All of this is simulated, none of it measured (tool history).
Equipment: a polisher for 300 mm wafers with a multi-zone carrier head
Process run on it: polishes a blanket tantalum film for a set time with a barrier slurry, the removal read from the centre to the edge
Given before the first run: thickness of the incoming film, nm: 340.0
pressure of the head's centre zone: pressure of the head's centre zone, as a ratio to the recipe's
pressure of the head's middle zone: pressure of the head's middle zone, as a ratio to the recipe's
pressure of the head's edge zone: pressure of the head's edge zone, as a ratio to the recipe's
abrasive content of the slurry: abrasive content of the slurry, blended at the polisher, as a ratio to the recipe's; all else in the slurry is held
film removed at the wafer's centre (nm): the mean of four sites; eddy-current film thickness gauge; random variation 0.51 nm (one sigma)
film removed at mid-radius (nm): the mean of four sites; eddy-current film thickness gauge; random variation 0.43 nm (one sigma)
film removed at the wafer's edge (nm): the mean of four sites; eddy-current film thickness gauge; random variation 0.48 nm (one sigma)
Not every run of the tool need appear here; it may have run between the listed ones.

run,hour,flow of slurry (ml/min),pressure of the head's centre zone,pressure of the head's middle zone,pressure of the head's edge zone,abrasive content of the slurry,polishing time (s),film removed at the wafer's centre (nm),film removed at mid-radius (nm),film removed at the wafer's edge (nm)
1,0.0,220,1.00,1.00,1.00,1.00,77,89.269,95.672,88.939
2,7.7,220,1.00,1.00,1.04,1.00,77,90.842,94.391,94.529
3,10.6,270,1.00,1.00,1.04,1.00,77,91.416,96.390,95.006
4,16.6,265,0.99,0.97,1.00,0.90,72,82.552,82.944,81.156
5,24.2,260,0.96,0.95,0.97,0.80,69,71.022,74.189,72.010
6,26.4,260,0.95,0.93,0.94,0.75,68,66.686,68.038,66.619
7,29.8,260,0.94,0.92,0.92,0.70,67,62.469,64.208,62.178

Run 8 comes next. What will it give?
8,37.1,255,0.93,0.91,0.90,0.65,67,?,?,?

{"run 8": {"film removed at the wafer's centre (nm)": 57.147, "film removed at mid-radius (nm)": 58.82, "film removed at the wafer's edge (nm)": 57.5}}
